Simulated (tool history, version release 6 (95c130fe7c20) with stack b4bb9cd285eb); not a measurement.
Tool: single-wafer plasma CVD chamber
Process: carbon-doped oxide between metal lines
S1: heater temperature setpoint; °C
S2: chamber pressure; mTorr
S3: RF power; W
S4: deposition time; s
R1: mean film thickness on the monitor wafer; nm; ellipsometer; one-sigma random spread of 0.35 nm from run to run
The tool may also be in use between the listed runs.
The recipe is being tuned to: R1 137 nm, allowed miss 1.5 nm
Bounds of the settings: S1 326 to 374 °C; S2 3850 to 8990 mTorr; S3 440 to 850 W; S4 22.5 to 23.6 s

Run 1, hour 0: S1 350 °C, S2 6420 mTorr, S3 645 W, S4 23.6 s. Result: R1 145.83 nm.
Run 2, hour 3.8: S1 350 °C, S2 6420 mTorr, S3 645 W, S4 22.5 s. Result: R1 140 nm.
Run 3, hour 11: S1 350 °C, S2 6420 mTorr, S3 645 W, S4 23.6 s. Result: R1 145.89 nm.
Run 4, hour 14.7: S1 350 °C, S2 7110 mTorr, S3 645 W, S4 23.6 s. Result: R1 146.46 nm.
Run 5, hour 18.4: S1 353 °C, S2 7000 mTorr, S3 640 W, S4 23.6 s. Result: R1 144.99 nm.
Run 6, hour 25.4: S1 356 °C, S2 6840 mTorr, S3 635 W, S4 23.6 s. Result: R1 142.23 nm.
Run 7, hour 31.7: S1 358 °C, S2 6780 mTorr, S3 635 W, S4 23.6 s. Result: R1 141.77 nm.
Run 8, hour 36.7: S1 360 °C, S2 6710 mTorr, S3 635 W, S4 23.6 s. Result: R1 140.92 nm.
Run 9, hour 37.3: S1 361 °C, S2 6650 mTorr, S3 635 W, S4 23.6 s. Result: R1 140.74 nm.
Run 10, hour 44.7: S1 362 °C, S2 6590 mTorr, S3 635 W, S4 23.6 s. Result: R1 140.28 nm.
Run 11, hour 47.9: S1 363 °C, S2 6540 mTorr, S3 635 W, S4 23.6 s. Result: R1 139.95 nm.

5 next moves are on the table. One of them brings every result within its allowed miss. Which?
Run A, hour 51.1: S1 362 °C, S2 7410 mTorr, S3 665 W, S4 22.9 s. Result: R1 ?.
Run B, hour 51.1: S1 361 °C, S2 6320 mTorr, S3 665 W, S4 23.6 s. Result: R1 ?.
Run C, hour 51.1: S1 360 °C, S2 6190 mTorr, S3 640 W, S4 23.5 s. Result: R1 ?.
Run D, hour 51.1: S1 359 °C, S2 6750 mTorr, S3 630 W, S4 23.6 s. Result: R1 ?.
Run E, hour 51.1: S1 374 °C, S2 5820 mTorr, S3 695 W, S4 22.5 s. Result: R1 ?.

move      R1
   A  141.49
   B  144.94
   C  140.54
   D  140.62
   E  137.57
A: the biggest miss grows against the last run
B: the biggest miss grows against the last run
C: the biggest miss grows against the last run
D: the biggest miss grows against the last run
E: every result lands within tolerance
Go with E: it meets all targets.

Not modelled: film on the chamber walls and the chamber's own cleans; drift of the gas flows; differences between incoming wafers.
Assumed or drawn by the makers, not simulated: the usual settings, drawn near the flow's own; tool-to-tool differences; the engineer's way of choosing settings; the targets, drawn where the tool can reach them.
